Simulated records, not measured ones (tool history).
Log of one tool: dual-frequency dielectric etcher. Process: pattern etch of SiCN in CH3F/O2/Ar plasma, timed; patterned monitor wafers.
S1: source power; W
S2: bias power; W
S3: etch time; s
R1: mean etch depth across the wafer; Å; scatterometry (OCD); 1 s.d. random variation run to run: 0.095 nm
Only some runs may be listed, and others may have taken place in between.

run,day,S1,S2,S3,R1
1,0,310,66,100,318.68
2,0.217,280,66,100,308.91
3,0.408,300,66,100,314.35
4,0.683,270,66,100,305.2
5,0.725,290,67,100,313.41
6,0.975,310,68,100,321.43
7,1.325,320,69,100,327.06
8,1.612,330,70,100,330.4

Run 9, settings as shown, results not yet in. Your forecast:
9,1.771,330,70,100,?

For run 9 the tool returned R1 329.98 Å.

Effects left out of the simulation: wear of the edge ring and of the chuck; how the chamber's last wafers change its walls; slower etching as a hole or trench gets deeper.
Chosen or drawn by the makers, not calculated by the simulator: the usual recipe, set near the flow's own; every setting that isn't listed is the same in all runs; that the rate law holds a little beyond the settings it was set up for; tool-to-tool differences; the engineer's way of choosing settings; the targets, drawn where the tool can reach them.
